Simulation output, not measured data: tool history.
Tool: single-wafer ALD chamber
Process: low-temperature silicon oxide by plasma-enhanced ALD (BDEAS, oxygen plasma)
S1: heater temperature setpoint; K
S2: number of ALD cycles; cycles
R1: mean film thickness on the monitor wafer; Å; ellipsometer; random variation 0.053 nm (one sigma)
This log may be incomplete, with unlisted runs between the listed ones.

| run | day | S1 | S2 | R1 |
|---|---|---|---|---|
| 1 | 0.000 | 373.15 | 59 | 77.856 |
| 2 | 0.362 | 373.15 | 52 | 68.164 |
| 3 | 0.717 | 371.15 | 54 | 71.518 |
| 4 | 0.812 | 369.15 | 56 | 74.423 |
| 5 | 1.004 | 379.15 | 56 | 73.537 |
| 6 | 1.100 | 375.15 | 56 | 73.338 |
| 7 | 1.133 | 374.15 | 58 | 76.329 |
| 8 | 1.183 | 374.15 | 60 | 79.196 |
| 9 | 1.446 | 374.15 | 61 | 80.153 |
| 10 | 1.696 | 374.15 | 62 | 81.804 |

What does the tool deliver on the next run?
|  | 1.779 | thermocouple changed; heater temperature recalibrated |
| 11 | 1.779 | 374.15 | 63 | ? |

{"run 11": {"R1": 83.391}}

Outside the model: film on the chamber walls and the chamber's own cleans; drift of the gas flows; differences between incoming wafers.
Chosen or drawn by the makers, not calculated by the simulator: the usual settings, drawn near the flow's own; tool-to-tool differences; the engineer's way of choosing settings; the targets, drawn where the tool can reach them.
